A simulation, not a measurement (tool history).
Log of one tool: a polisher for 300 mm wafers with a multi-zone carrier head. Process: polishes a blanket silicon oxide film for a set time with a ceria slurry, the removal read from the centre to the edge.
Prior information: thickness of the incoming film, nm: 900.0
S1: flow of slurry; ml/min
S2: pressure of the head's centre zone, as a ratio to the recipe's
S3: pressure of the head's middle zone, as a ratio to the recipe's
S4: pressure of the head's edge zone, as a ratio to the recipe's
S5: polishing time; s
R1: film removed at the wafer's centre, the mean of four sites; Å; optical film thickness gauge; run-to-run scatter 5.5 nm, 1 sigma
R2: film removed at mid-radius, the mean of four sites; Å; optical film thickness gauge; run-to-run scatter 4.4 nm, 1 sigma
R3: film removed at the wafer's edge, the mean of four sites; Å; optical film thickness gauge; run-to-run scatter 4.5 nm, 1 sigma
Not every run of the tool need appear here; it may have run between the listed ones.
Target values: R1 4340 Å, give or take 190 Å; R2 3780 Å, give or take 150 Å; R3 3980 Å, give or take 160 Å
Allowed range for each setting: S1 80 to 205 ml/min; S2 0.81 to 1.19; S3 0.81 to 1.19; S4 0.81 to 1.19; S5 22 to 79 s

run 1 hour=0 | S1=135 S2=1 S3=1 S4=1 S5=50 | R1=2792.5 R2=2762.4 R3=2736.8
run 2 hour=1.3 | S1=140 S2=1.03 S3=1 S4=1.04 S5=54 | R1=3019.8 R2=3016 R3=3036.9
run 3 hour=9.6 | S1=165 S2=1.03 S3=1 S4=1.04 S5=54 | R1=3162.1 R2=3106.6 R3=3091.3
run 4 hour=15.8 | S1=135 S2=1.03 S3=1 S4=1.04 S5=54 | R1=3124.5 R2=3002 R3=3029
run 5 hour=21.4 | S1=135 S2=1.06 S3=1 S4=1.06 S5=57 | R1=3303.1 R2=3165.6 R3=3190.2
run 6 hour=28 | S1=135 S2=1.06 S3=1.05 S4=1.06 S5=57 | R1=3292 R2=3295.9 R3=3169.4
run 7 hour=35.3 | S1=140 S2=1.09 S3=1.03 S4=1.08 S5=60 | R1=3663 R2=3453.2 R3=3308.6
run 8 hour=37 | S1=145 S2=1.09 S3=1.01 S4=1.1 S5=62 | R1=3767.7 R2=3508.5 R3=3566.8
run 9 hour=38.1 | S1=150 S2=1.1 S3=1 S4=1.11 S5=63 | R1=3955.7 R2=3552.3 R3=3646.2

5 candidate next runs follow, results not yet known. Just one meets every target within its allowed miss. Identify it.
run A hour=39.2 | S1=145 S2=0.89 S3=1.06 S4=1.17 S5=69 | R1=? R2=? R3=?
run B hour=39.2 | S1=140 S2=1.03 S3=0.99 S4=1.19 S5=63 | R1=? R2=? R3=?
run C hour=39.2 | S1=205 S2=1.11 S3=0.94 S4=1.1 S5=67 | R1=? R2=? R3=?
run D hour=39.2 | S1=145 S2=1.07 S3=1.12 S4=0.99 S5=62 | R1=? R2=? R3=?
run E hour=39.2 | S1=150 S2=1.11 S3=1.14 S4=1 S5=61 | R1=? R2=? R3=?

move=A R1=3413 R2=4035.4 R3=4063.4
move=B R1=3585.1 R2=3489.6 R3=3723.5
move=C R1=4383.9 R2=3792 R3=3999.2
move=D R1=3693.6 R2=3768 R3=3415.9
move=E R1=3795.2 R2=3774.9 R3=3386.3
A: gets the furthest-off result to its target, but another result is out of tolerance
B: moves away from the targets compared with the last run
C: all results in spec
D: moves away from the targets compared with the last run
E: moves away from the targets compared with the last run
Go with C: it meets all targets.
